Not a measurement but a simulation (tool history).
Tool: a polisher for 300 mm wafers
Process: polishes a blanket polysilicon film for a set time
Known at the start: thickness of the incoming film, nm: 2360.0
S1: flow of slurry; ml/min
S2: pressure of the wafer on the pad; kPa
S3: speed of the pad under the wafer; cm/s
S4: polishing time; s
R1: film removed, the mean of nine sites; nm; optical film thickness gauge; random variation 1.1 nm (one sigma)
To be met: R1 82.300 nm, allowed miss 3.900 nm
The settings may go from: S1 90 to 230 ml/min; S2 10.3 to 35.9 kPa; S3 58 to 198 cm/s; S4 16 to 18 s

| run | hour | S1 | S2 | S3 | S4 | R1 |
|---|---|---|---|---|---|---|
| 1 | 0.0 | 150 | 22.8 | 128 | 18 | 211.550 |
| 2 | 6.1 | 150 | 25.5 | 128 | 18 | 235.240 |
| 3 | 6.7 | 150 | 23.4 | 120 | 18 | 210.440 |
| 4 | 8.3 | 150 | 21.4 | 110 | 18 | 175.460 |
| 5 | 15.6 | 150 | 20.0 | 104 | 18 | 153.210 |
| 6 | 23.4 | 150 | 18.6 | 102 | 18 | 141.510 |
| 7 | 28.3 | 150 | 17.2 | 100 | 18 | 130.370 |
| 8 | 37.1 | 150 | 16.5 | 98 | 18 | 119.960 |
| 9 | 45.6 | 150 | 15.9 | 98 | 18 | 116.160 |
| 10 | 49.0 | 150 | 15.2 | 98 | 18 | 114.150 |
| 11 | 52.2 | 150 | 14.5 | 96 | 18 | 106.610 |
| 12 | 55.2 | 150 | 13.8 | 96 | 18 | 98.935 |
| 13 | 56.6 | 150 | 13.8 | 96 | 18 | 100.040 |
| 14 | 57.3 | 145 | 10.3 | 90 | 18 | 71.693 |
| 15 | 64.4 | 150 | 10.3 | 90 | 18 | 73.361 |
| 16 | 66.6 | 170 | 12.4 | 90 | 18 | 86.475 |

Which of these 5 next moves meets every target?
| A | 68.8 | 150 | 11.7 | 84 | 18 | ? |
| B | 68.8 | 160 | 17.2 | 60 | 16 | ? |
| C | 68.8 | 190 | 15.9 | 72 | 16 | ? |
| D | 68.8 | 135 | 11.7 | 116 | 17 | ? |
| E | 68.8 | 165 | 11.0 | 92 | 16 | ? |

| move | R1 |
|---|---|
| A | 74.547 |
| B | 70.377 |
| C | 79.271 |
| D | 94.071 |
| E | 69.428 |
A: takes the result that was furthest off past its target
B: takes the result that was furthest off past its target
C: meets every target
D: further off than the last run
E: takes the result that was furthest off past its target
Answer: C
